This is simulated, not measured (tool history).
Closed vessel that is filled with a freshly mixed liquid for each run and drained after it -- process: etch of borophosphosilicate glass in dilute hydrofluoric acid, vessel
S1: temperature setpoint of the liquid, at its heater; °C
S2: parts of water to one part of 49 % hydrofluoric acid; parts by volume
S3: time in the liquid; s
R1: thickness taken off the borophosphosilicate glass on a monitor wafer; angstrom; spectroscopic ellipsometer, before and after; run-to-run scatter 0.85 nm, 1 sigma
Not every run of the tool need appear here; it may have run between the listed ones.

Run 1, day 0: S1 21 °C, S2 115 parts by volume, S3 105 s. Result: R1 348.16 angstrom.
Run 2, day 0.058: S1 21 °C, S2 155 parts by volume, S3 105 s. Result: R1 247.3 angstrom.
Run 3, day 0.408: S1 23 °C, S2 155 parts by volume, S3 105 s. Result: R1 263.63 angstrom.
Run 4, day 0.688: S1 23 °C, S2 155 parts by volume, S3 105 s. Result: R1 265.67 angstrom.
At day 0.871: hydrofluoric acid flow meter replaced.
Run 5, day 0.871: S1 25 °C, S2 115 parts by volume, S3 105 s. Result: R1 446.78 angstrom.
Run 6, day 1.042: S1 26.5 °C, S2 95 parts by volume, S3 105 s. Result: R1 583.44 angstrom.
Run 7, day 1.121: S1 27.5 °C, S2 80 parts by volume, S3 105 s. Result: R1 741.89 angstrom.

Predict the results of run 8:
Run 8, day 1.267: S1 28 °C, S2 75 parts by volume, S3 105 s. Result: R1 ?.

R1: 803.36 angstrom

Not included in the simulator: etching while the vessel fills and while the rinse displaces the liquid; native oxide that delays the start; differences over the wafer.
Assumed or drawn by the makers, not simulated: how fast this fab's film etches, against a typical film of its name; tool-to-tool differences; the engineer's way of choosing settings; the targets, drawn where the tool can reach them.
